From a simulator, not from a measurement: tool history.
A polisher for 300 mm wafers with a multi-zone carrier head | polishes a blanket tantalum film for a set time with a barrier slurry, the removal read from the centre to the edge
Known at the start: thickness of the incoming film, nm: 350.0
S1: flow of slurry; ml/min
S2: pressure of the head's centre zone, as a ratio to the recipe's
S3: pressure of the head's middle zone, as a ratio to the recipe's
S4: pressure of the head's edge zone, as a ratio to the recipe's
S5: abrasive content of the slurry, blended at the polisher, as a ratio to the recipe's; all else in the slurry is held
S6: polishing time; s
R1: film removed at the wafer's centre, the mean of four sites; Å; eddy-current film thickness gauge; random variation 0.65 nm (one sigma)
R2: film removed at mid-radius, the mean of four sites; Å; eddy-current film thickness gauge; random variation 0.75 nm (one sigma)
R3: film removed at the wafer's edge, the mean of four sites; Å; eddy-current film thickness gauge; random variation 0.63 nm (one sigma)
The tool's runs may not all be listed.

run 1 hour=0.0 | S1=220 S2=1.00 S3=1.00 S4=1.00 S5=1.00 S6=35 | R1=744.81 R2=767.77 R3=780.94
run 2 hour=1.1 | S1=220 S2=1.00 S3=1.00 S4=1.00 S5=1.00 S6=42 | R1=902.41 R2=920.46 R3=932.35
run 3 hour=7.2 | S1=215 S2=0.96 S3=0.97 S4=0.99 S5=0.85 S6=39 | R1=754.80 R2=801.76 R3=809.55
run 4 hour=12.4 | S1=215 S2=0.96 S3=0.97 S4=0.94 S5=0.85 S6=39 | R1=748.27 R2=788.96 R3=783.08
run 5 hour=19.6 | S1=215 S2=0.96 S3=1.01 S4=0.94 S5=0.85 S6=39 | R1=751.30 R2=820.33 R3=788.74
run 6 hour=25.8 | S1=205 S2=0.93 S3=0.96 S4=0.95 S5=0.75 S6=37 | R1=663.01 R2=712.93 R3=713.95
run 7 hour=31.9 | S1=195 S2=0.90 S3=0.93 S4=0.96 S5=0.70 S6=36 | R1=600.18 R2=657.84 R3=689.55
run 8 hour=35.1 | S1=190 S2=0.88 S3=0.91 S4=0.94 S5=0.65 S6=35 | R1=549.00 R2=606.00 R3=641.03
run 9 hour=36.8 | S1=185 S2=0.87 S3=0.89 S4=0.92 S5=0.60 S6=35 | R1=523.25 R2=571.70 R3=604.55
run 10 hour=38.1 | S1=180 S2=0.86 S3=0.88 S4=0.91 S5=0.60 S6=35 | R1=519.40 R2=556.76 R3=599.45
run 11 hour=42.8 | S1=165 S2=0.81 S3=0.87 S4=0.89 S5=0.50 S6=34 | R1=433.43 R2=482.12 R3=525.78
run 12 hour=51.3 | S1=175 S2=0.82 S3=0.87 S4=0.90 S5=0.50 S6=34 | R1=439.76 R2=492.56 R3=524.83
run 13 hour=58.2 | S1=175 S2=0.83 S3=0.87 S4=0.92 S5=0.50 S6=34 | R1=439.79 R2=496.78 R3=529.26
run 14 hour=63.1 | S1=175 S2=0.84 S3=0.87 S4=0.93 S5=0.50 S6=34 | R1=461.24 R2=482.31 R3=543.43

Run 15 comes next. What will it give?
run 15 hour=64.3 | S1=180 S2=0.84 S3=0.88 S4=0.94 S5=0.50 S6=34 | R1=? R2=? R3=?

{"run 15": {"R1": 453.83, "R2": 504.21, "R3": 541.53}}

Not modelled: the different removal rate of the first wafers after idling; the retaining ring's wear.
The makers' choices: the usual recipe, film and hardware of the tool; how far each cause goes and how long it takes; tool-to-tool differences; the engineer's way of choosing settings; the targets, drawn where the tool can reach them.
